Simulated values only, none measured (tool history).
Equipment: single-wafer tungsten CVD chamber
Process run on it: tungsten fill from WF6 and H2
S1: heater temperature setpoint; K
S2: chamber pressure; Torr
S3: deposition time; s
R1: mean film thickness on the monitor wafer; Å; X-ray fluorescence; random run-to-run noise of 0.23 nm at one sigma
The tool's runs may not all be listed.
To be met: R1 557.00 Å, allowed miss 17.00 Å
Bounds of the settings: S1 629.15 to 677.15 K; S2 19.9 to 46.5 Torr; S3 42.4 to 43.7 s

run,day,S1,S2,S3,R1
1,0.000,653.15,33.2,42.4,817.48
2,0.350,648.15,32.9,42.4,727.41
3,0.629,639.15,32.9,42.4,599.53
4,1.000,638.15,32.8,42.4,583.19
5,1.079,630.15,32.8,42.4,487.42
6,1.275,640.15,32.8,42.4,606.94
7,1.362,639.15,32.7,42.4,597.15
8,1.500,638.15,32.7,42.4,574.83

5 next moves are on the table. One of them brings every result within its allowed miss. Which?
A,1.638,633.15,39.1,43.7,?
B,1.638,640.15,30.6,43.6,?
C,1.638,636.15,34.7,43.3,?
D,1.638,638.15,29.0,43.7,?
E,1.638,638.15,32.9,43.7,?

move,R1
A,593.46
B,594.09
C,585.05
D,547.82
E,597.19
A: lands further from the targets than the last run did
B: lands further from the targets than the last run did
C: lands further from the targets than the last run did
D: every result within its allowed miss
E: lands further from the targets than the last run did
The right move is D.

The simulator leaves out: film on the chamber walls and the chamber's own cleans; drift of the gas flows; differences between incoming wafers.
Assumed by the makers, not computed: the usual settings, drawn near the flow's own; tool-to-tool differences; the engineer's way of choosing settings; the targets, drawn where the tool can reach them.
